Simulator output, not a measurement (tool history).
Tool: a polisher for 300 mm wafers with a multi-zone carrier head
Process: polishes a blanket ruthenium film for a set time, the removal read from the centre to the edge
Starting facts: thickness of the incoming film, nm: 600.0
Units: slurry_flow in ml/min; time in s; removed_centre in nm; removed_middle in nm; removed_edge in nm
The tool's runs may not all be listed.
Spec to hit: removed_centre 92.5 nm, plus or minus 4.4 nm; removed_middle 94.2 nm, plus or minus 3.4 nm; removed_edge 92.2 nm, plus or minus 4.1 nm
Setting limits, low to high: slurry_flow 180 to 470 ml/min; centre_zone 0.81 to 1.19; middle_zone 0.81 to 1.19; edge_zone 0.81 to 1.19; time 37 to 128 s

{"run": 1, "day": 0.0, "slurry_flow": 300, "centre_zone": 1, "middle_zone": 1, "edge_zone": 1, "time": 82, "removed_centre": 80.359, "removed_middle": 75.34, "removed_edge": 74.894}
{"run": 2, "day": 0.104, "slurry_flow": 300, "centre_zone": 1, "middle_zone": 1.01, "edge_zone": 1.02, "time": 84, "removed_centre": 82.485, "removed_middle": 76.643, "removed_edge": 76.836}
{"run": 3, "day": 0.233, "slurry_flow": 300, "centre_zone": 1, "middle_zone": 0.93, "edge_zone": 1.02, "time": 84, "removed_centre": 84.366, "removed_middle": 73.506, "removed_edge": 77.156}
{"run": 4, "day": 0.567, "slurry_flow": 300, "centre_zone": 1, "middle_zone": 0.93, "edge_zone": 0.98, "time": 84, "removed_centre": 83.903, "removed_middle": 73.359, "removed_edge": 76.58}
{"run": 5, "day": 0.808, "slurry_flow": 300, "centre_zone": 0.99, "middle_zone": 0.95, "edge_zone": 0.98, "time": 87, "removed_centre": 86.599, "removed_middle": 77.502, "removed_edge": 77.278}
{"run": 6, "day": 1.171, "slurry_flow": 305, "centre_zone": 0.99, "middle_zone": 0.98, "edge_zone": 1, "time": 89, "removed_centre": 88.151, "removed_middle": 81.259, "removed_edge": 79.61}
{"run": 7, "day": 1.383, "slurry_flow": 300, "centre_zone": 0.98, "middle_zone": 0.99, "edge_zone": 1.03, "time": 91, "removed_centre": 89.19, "removed_middle": 83.481, "removed_edge": 83.641}
{"run": 8, "day": 1.442, "slurry_flow": 300, "centre_zone": 0.98, "middle_zone": 0.99, "edge_zone": 1.03, "time": 91, "removed_centre": 86.487, "removed_middle": 85.356, "removed_edge": 83.363}
{"run": 9, "day": 1.538, "slurry_flow": 300, "centre_zone": 0.99, "middle_zone": 1, "edge_zone": 1.04, "time": 92, "removed_centre": 90.892, "removed_middle": 85.619, "removed_edge": 84.799}
{"run": 10, "day": 1.654, "slurry_flow": 300, "centre_zone": 0.99, "middle_zone": 1.01, "edge_zone": 1.05, "time": 93, "removed_centre": 93.214, "removed_middle": 87.353, "removed_edge": 87.488}
{"run": 11, "day": 2.025, "slurry_flow": 300, "centre_zone": 0.99, "middle_zone": 1.02, "edge_zone": 1.06, "time": 93, "removed_centre": 92.901, "removed_middle": 87.238, "removed_edge": 87.026}
{"day": 2.288, "done": "centre zone pressure recalibrated"}
{"run": 12, "day": 2.288, "slurry_flow": 300, "centre_zone": 0.98, "middle_zone": 1.03, "edge_zone": 1.07, "time": 94, "removed_centre": 82.36, "removed_middle": 89.834, "removed_edge": 87.614}
{"run": 13, "day": 2.496, "slurry_flow": 300, "centre_zone": 0.99, "middle_zone": 1.03, "edge_zone": 1.07, "time": 95, "removed_centre": 84.484, "removed_middle": 89.394, "removed_edge": 89.621}
{"run": 14, "day": 2.758, "slurry_flow": 300, "centre_zone": 0.99, "middle_zone": 1.03, "edge_zone": 1.06, "time": 96, "removed_centre": 84.485, "removed_middle": 90.889, "removed_edge": 88.267}
{"run": 15, "day": 2.988, "slurry_flow": 305, "centre_zone": 0.99, "middle_zone": 1.02, "edge_zone": 1.06, "time": 97, "removed_centre": 86.105, "removed_middle": 91.92, "removed_edge": 93.673}

4 next moves are on the table. One of them brings every result within its allowed miss. Which?
{"run": "A", "day": 3.217, "slurry_flow": 370, "centre_zone": 1.05, "middle_zone": 1.08, "edge_zone": 1.17, "time": 94, "removed_centre": "?", "removed_middle": "?", "removed_edge": "?"}
{"run": "B", "day": 3.217, "slurry_flow": 300, "centre_zone": 1, "middle_zone": 1.05, "edge_zone": 1.06, "time": 93, "removed_centre": "?", "removed_middle": "?", "removed_edge": "?"}
{"run": "C", "day": 3.217, "slurry_flow": 280, "centre_zone": 0.93, "middle_zone": 1.02, "edge_zone": 1, "time": 101, "removed_centre": "?", "removed_middle": "?", "removed_edge": "?"}
{"run": "D", "day": 3.217, "slurry_flow": 380, "centre_zone": 0.94, "middle_zone": 1.08, "edge_zone": 1.12, "time": 88, "removed_centre": "?", "removed_middle": "?", "removed_edge": "?"}

move=A removed_centre=92.746 removed_middle=92.013 removed_edge=94.488
move=B removed_centre=85.443 removed_middle=87.38 removed_edge=87.578
move=C removed_centre=85.501 removed_middle=92.17 removed_edge=91.927
move=D removed_centre=77.852 removed_middle=86.387 removed_edge=86.635
A: every result within its allowed miss
B: misses by more than the last run did
C: misses by more than the last run did
D: misses by more than the last run did
So the answer is move A, the one that meets all the targets.
